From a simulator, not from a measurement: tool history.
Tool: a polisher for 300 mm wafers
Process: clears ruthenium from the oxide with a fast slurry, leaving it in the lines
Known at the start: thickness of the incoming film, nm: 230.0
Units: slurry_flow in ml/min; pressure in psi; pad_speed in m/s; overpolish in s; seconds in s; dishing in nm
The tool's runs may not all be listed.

run  hour  slurry_flow  pressure  pad_speed  slurry_solids  overpolish  seconds  dishing
  1     0          130       3.3       1.14              1          27   35.361    113.8
  2   8.7          125       3.5       1.14              1          29   34.341   123.04
  3  10.6          125       3.5       1.14           0.85          29   36.542   113.94
  4  11.6          125       3.9       1.14           0.85          29    35.68   121.85
  5  16.1          125       3.9       1.14            0.7          29    39.97   110.88
  6  20.3           95       3.9       1.14            0.7          29    44.33   105.45
  7  26.9          115       4.9       1.24            0.7          37   31.177   158.02
  8  35.9          120         5       1.24            0.7          38   30.437   164.35
  9  44.2          125         5       1.24            0.7          38   30.337   163.27
 10  49.8          130         5       1.26            0.7          38   28.612   163.79

Run 11 comes next. What will it give?
 11  53.2          130         5       1.28            0.7          39        ?        ?

{"run 11": {"seconds": 29.082, "dishing": 167.42}}

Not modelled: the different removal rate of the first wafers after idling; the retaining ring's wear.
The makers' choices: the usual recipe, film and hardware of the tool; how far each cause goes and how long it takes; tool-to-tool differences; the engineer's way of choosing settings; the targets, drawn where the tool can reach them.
